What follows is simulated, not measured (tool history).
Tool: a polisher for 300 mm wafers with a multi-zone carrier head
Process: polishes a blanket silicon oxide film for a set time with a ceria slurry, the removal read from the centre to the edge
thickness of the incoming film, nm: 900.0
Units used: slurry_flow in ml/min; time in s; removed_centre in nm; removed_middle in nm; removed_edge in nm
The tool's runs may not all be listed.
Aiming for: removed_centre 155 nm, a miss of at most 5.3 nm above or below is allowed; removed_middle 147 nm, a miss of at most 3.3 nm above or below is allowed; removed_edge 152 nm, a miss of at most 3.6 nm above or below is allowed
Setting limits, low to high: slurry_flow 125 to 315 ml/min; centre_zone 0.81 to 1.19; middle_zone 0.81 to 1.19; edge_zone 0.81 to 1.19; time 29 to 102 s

| run | hour | slurry_flow | centre_zone | middle_zone | edge_zone | time | removed_centre | removed_middle | removed_edge |
|---|---|---|---|---|---|---|---|---|---|
| 1 | 0 | 205 | 1 | 1 | 1 | 65 | 278.37 | 278.41 | 286.14 |
| 2 | 2.4 | 205 | 1 | 0.91 | 1 | 65 | 280.24 | 255.82 | 289.84 |
| 3 | 4.5 | 200 | 1 | 0.91 | 0.97 | 58 | 250.93 | 225.42 | 254.73 |
| 4 | 8.1 | 195 | 0.99 | 0.92 | 0.94 | 53 | 220.84 | 209.39 | 229.41 |
| 5 | 13 | 195 | 1 | 0.92 | 0.92 | 49 | 208.01 | 193.56 | 207.38 |
| 6 | 20.9 | 190 | 1 | 0.92 | 0.9 | 47 | 194.11 | 183.33 | 196.3 |
| 7 | 25.9 | 185 | 1 | 0.92 | 0.88 | 45 | 190.16 | 175.52 | 188.06 |
| 8 | 30 | 185 | 1 | 0.92 | 0.88 | 45 | 186.48 | 176.75 | 189.77 |
| 9 | 35.4 | 185 | 1 | 0.92 | 0.87 | 43 | 180.75 | 169.06 | 179.19 |
| 10 | 37.7 | 180 | 1 | 0.92 | 0.86 | 42 | 174.42 | 163.27 | 173.56 |
| 11 | 39.1 | 175 | 1 | 0.92 | 0.85 | 41 | 167.8 | 159.24 | 166.87 |
| 12 | 42.2 | 165 | 1 | 0.92 | 0.84 | 41 | 171.75 | 158.78 | 166.58 |
| 13 | 48.5 | 160 | 0.99 | 0.92 | 0.83 | 40 | 165.15 | 153.72 | 161.21 |
| 14 | 53.2 | 155 | 0.98 | 0.92 | 0.83 | 40 | 162.3 | 154.27 | 160.58 |
| 15 | 56.3 | 140 | 0.98 | 0.92 | 0.81 | 37 | 144.65 | 139.81 | 147.62 |
|  | 57 | edge zone pressure recalibrated |
| 16 | 57 | 145 | 0.98 | 0.92 | 0.81 | 37 | 148.92 | 139.97 | 141.27 |
| 17 | 59.1 | 150 | 0.98 | 0.92 | 0.81 | 37 | 147.93 | 142.82 | 143.04 |
| 18 | 67.9 | 150 | 0.98 | 0.92 | 0.81 | 37 | 148.56 | 140.81 | 144.68 |
| 19 | 75.3 | 155 | 0.98 | 0.92 | 0.81 | 37 | 151.19 | 140.33 | 144.83 |
| 20 | 82.6 | 155 | 0.99 | 0.92 | 0.82 | 37 | 151.51 | 142.48 | 143.71 |
| 21 | 85.5 | 160 | 0.99 | 0.92 | 0.82 | 37 | 149.13 | 142.55 | 144.41 |
| 22 | 92.5 | 160 | 0.99 | 0.92 | 0.82 | 37 | 149.81 | 141.46 | 144.23 |
| 23 | 99.1 | 165 | 0.99 | 0.92 | 0.83 | 37 | 151.38 | 141.5 | 144.81 |
| 24 | 102.1 | 165 | 0.99 | 0.92 | 0.83 | 37 | 152.6 | 142.2 | 145.54 |
| 25 | 109.4 | 160 | 0.99 | 0.92 | 0.84 | 37 | 154.39 | 141.86 | 144.16 |

Which single option among these 4 for the next run brings every result within its allowed miss of target? Just one does.
| A | 116.7 | 165 | 0.98 | 0.88 | 0.81 | 37 | ? | ? | ? |
| B | 116.7 | 165 | 1.05 | 0.95 | 0.81 | 37 | ? | ? | ? |
| C | 116.7 | 170 | 0.94 | 0.89 | 0.81 | 39 | ? | ? | ? |
| D | 116.7 | 200 | 1.09 | 0.97 | 0.91 | 37 | ? | ? | ? |

| move | removed_centre | removed_middle | removed_edge |
|---|---|---|---|
| A | 150.42 | 136.82 | 143.32 |
| B | 156.89 | 145.78 | 143.19 |
| C | 155.4 | 146.16 | 151.49 |
| D | 165.02 | 151.97 | 150.81 |
A: its largest miss is bigger than the last run's
B: its largest miss is bigger than the last run's
C: hits every target within its allowed miss
D: the worst result of the last run now meets its target, but another is out of spec
The move that meets every target is C.
